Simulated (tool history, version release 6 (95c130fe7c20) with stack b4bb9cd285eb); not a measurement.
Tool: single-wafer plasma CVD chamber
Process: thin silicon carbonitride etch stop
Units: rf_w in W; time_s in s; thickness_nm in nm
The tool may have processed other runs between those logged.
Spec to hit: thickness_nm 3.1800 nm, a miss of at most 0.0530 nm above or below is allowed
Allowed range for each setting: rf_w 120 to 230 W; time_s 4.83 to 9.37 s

| run | hour | rf_w | time_s | thickness_nm |
|---|---|---|---|---|
| 1 | 0.0 | 175 | 7.10 | 3.7472 |
| 2 | 0.9 | 200 | 7.10 | 3.9212 |
| 3 | 2.1 | 210 | 7.10 | 3.9944 |
| 4 | 8.4 | 195 | 6.91 | 3.7809 |
| 5 | 14.8 | 180 | 6.78 | 3.6210 |
| 6 | 16.5 | 170 | 6.69 | 3.5006 |
| 7 | 22.3 | 160 | 6.64 | 3.4042 |
| 8 | 24.7 | 155 | 6.61 | 3.3368 |
| 9 | 32.0 | 150 | 6.59 | 3.2934 |
| 10 | 34.5 | 145 | 6.58 | 3.2396 |
| 11 | 42.2 | 145 | 6.57 | 3.2491 |

5 next moves are on the table. One of them brings every result within its allowed miss. Which?
| A | 49.9 | 140 | 6.71 | ? |
| B | 49.9 | 145 | 6.70 | ? |
| C | 49.9 | 160 | 6.53 | ? |
| D | 49.9 | 120 | 6.92 | ? |
| E | 49.9 | 155 | 6.46 | ? |

| move | thickness_nm |
|---|---|
| A | 3.2690 |
| B | 3.3064 |
| C | 3.3393 |
| D | 3.1820 |
| E | 3.2660 |
A: further off than the last run
B: further off than the last run
C: further off than the last run
D: each result inside its tolerance
E: further off than the last run
So the answer is move D, the one that meets all the targets.
